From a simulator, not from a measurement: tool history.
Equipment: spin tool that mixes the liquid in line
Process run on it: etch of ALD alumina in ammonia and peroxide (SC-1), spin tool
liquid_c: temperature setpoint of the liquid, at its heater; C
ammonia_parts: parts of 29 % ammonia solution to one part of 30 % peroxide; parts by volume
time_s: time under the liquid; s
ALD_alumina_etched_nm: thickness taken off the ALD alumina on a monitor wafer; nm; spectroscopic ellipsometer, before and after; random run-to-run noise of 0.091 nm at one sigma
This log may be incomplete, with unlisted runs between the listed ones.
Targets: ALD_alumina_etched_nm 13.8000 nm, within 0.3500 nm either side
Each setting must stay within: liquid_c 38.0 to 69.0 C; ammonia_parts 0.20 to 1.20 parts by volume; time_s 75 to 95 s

run 1 hour=0.0 | liquid_c=53.0 ammonia_parts=0.70 time_s=95 | ALD_alumina_etched_nm=10.8220
run 2 hour=5.6 | liquid_c=54.0 ammonia_parts=0.70 time_s=95 | ALD_alumina_etched_nm=11.2980
run 3 hour=11.1 | liquid_c=55.0 ammonia_parts=0.70 time_s=95 | ALD_alumina_etched_nm=11.9690
run 4 hour=13.4 | liquid_c=55.0 ammonia_parts=0.50 time_s=95 | ALD_alumina_etched_nm=11.5490
run 5 hour=22.1 | liquid_c=55.0 ammonia_parts=0.30 time_s=95 | ALD_alumina_etched_nm=11.0990
run 6 hour=27.7 | liquid_c=55.0 ammonia_parts=0.30 time_s=75 | ALD_alumina_etched_nm=8.8138
run 7 hour=30.4 | liquid_c=57.0 ammonia_parts=0.30 time_s=75 | ALD_alumina_etched_nm=9.6735
run 8 hour=33.6 | liquid_c=59.5 ammonia_parts=0.30 time_s=75 | ALD_alumina_etched_nm=11.0040
run 9 hour=41.1 | liquid_c=61.0 ammonia_parts=0.30 time_s=75 | ALD_alumina_etched_nm=11.8850
run 10 hour=47.0 | liquid_c=62.0 ammonia_parts=0.30 time_s=75 | ALD_alumina_etched_nm=12.5680
run 11 hour=50.1 | liquid_c=62.5 ammonia_parts=0.30 time_s=75 | ALD_alumina_etched_nm=12.7790

Which single option among these 4 for the next run brings every result within its allowed miss of target? Just one does.
run A hour=53.2 | liquid_c=64.5 ammonia_parts=0.20 time_s=80 | ALD_alumina_etched_nm=?
run B hour=53.2 | liquid_c=59.0 ammonia_parts=0.40 time_s=95 | ALD_alumina_etched_nm=?
run C hour=53.2 | liquid_c=62.0 ammonia_parts=0.20 time_s=75 | ALD_alumina_etched_nm=?
run D hour=53.2 | liquid_c=62.0 ammonia_parts=0.25 time_s=90 | ALD_alumina_etched_nm=?

move=A ALD_alumina_etched_nm=14.6760
move=B ALD_alumina_etched_nm=14.0770
move=C ALD_alumina_etched_nm=12.1340
move=D ALD_alumina_etched_nm=14.8720
A: moves the result that the last run missed by most past its target, out the other side
B: all results in spec
C: misses by more than the last run did
D: moves the result that the last run missed by most past its target, out the other side
Answer: B

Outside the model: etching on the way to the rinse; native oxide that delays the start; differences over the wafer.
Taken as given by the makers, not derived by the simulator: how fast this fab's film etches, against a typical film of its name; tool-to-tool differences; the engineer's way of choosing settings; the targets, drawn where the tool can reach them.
